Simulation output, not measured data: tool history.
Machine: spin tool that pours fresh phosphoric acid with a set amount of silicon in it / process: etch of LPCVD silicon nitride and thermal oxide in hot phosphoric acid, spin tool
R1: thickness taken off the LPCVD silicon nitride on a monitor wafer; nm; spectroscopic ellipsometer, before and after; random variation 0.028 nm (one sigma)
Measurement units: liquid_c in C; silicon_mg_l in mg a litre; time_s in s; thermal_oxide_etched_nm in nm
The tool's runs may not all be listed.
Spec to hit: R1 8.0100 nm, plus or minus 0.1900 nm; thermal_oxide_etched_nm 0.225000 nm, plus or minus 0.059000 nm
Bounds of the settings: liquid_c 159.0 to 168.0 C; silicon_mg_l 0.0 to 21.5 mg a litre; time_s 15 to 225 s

{"run": 1, "hour": 0.0, "liquid_c": 164.0, "silicon_mg_l": 9.5, "time_s": 115, "R1": 11.0, "thermal_oxide_etched_nm": 0.2725}
{"run": 2, "hour": 6.1, "liquid_c": 164.0, "silicon_mg_l": 13.0, "time_s": 115, "R1": 10.983, "thermal_oxide_etched_nm": 0.28549}
{"run": 3, "hour": 8.2, "liquid_c": 164.0, "silicon_mg_l": 13.0, "time_s": 145, "R1": 13.827, "thermal_oxide_etched_nm": 0.32309}
{"run": 4, "hour": 13.2, "liquid_c": 162.5, "silicon_mg_l": 13.0, "time_s": 145, "R1": 13.298, "thermal_oxide_etched_nm": 0.32912}
{"run": 5, "hour": 18.0, "liquid_c": 162.5, "silicon_mg_l": 13.0, "time_s": 95, "R1": 8.6086, "thermal_oxide_etched_nm": 0.16264}
{"run": 6, "hour": 25.4, "liquid_c": 162.5, "silicon_mg_l": 13.0, "time_s": 50, "R1": 4.5362, "thermal_oxide_etched_nm": 0.094525}
{"run": 7, "hour": 33.4, "liquid_c": 163.0, "silicon_mg_l": 11.5, "time_s": 55, "R1": 5.0738, "thermal_oxide_etched_nm": 0.10705}
{"run": 8, "hour": 42.2, "liquid_c": 163.5, "silicon_mg_l": 11.0, "time_s": 60, "R1": 5.6407, "thermal_oxide_etched_nm": 0.12693}
{"run": 9, "hour": 43.6, "liquid_c": 164.0, "silicon_mg_l": 10.0, "time_s": 65, "R1": 6.2175, "thermal_oxide_etched_nm": 0.13196}
{"hour": 51.4, "done": "thermometer replaced"}
{"run": 10, "hour": 51.4, "liquid_c": 164.5, "silicon_mg_l": 10.0, "time_s": 65, "R1": 6.7044, "thermal_oxide_etched_nm": 0.18717}
{"run": 11, "hour": 60.3, "liquid_c": 164.5, "silicon_mg_l": 8.5, "time_s": 65, "R1": 6.6162, "thermal_oxide_etched_nm": 0.17453}
{"run": 12, "hour": 62.7, "liquid_c": 164.5, "silicon_mg_l": 8.0, "time_s": 65, "R1": 6.6391, "thermal_oxide_etched_nm": 0.19443}
{"run": 13, "hour": 66.6, "liquid_c": 165.0, "silicon_mg_l": 9.0, "time_s": 65, "R1": 6.7761, "thermal_oxide_etched_nm": 0.18098}
{"run": 14, "hour": 70.0, "liquid_c": 165.5, "silicon_mg_l": 9.5, "time_s": 65, "R1": 6.8866, "thermal_oxide_etched_nm": 0.18173}
{"run": 15, "hour": 76.4, "liquid_c": 166.0, "silicon_mg_l": 9.5, "time_s": 65, "R1": 6.962, "thermal_oxide_etched_nm": 0.21263}

Which one of the following 5 next-run settings gets every result inside its allowed miss? There is exactly one.
{"run": "A", "hour": 82.8, "liquid_c": 162.0, "silicon_mg_l": 14.5, "time_s": 70, "R1": "?", "thermal_oxide_etched_nm": "?"}
{"run": "B", "hour": 82.8, "liquid_c": 165.5, "silicon_mg_l": 11.0, "time_s": 75, "R1": "?", "thermal_oxide_etched_nm": "?"}
{"run": "C", "hour": 82.8, "liquid_c": 166.5, "silicon_mg_l": 9.5, "time_s": 70, "R1": "?", "thermal_oxide_etched_nm": "?"}
{"run": "D", "hour": 82.8, "liquid_c": 160.0, "silicon_mg_l": 8.0, "time_s": 95, "R1": "?", "thermal_oxide_etched_nm": "?"}
{"run": "E", "hour": 82.8, "liquid_c": 165.5, "silicon_mg_l": 10.5, "time_s": 55, "R1": "?", "thermal_oxide_etched_nm": "?"}

move=A R1=6.6047 thermal_oxide_etched_nm=0.144580
move=B R1=7.9433 thermal_oxide_etched_nm=0.217160
move=C R1=7.6599 thermal_oxide_etched_nm=0.225250
move=D R1=8.3839 thermal_oxide_etched_nm=0.196470
move=E R1=5.8251 thermal_oxide_etched_nm=0.161060
A: further off than the last run
B: every result lands within tolerance
C: moves toward the targets from the last run without getting all of them in spec
D: moves the result that the last run missed by most past its target, out the other side
E: further off than the last run
Answer: B
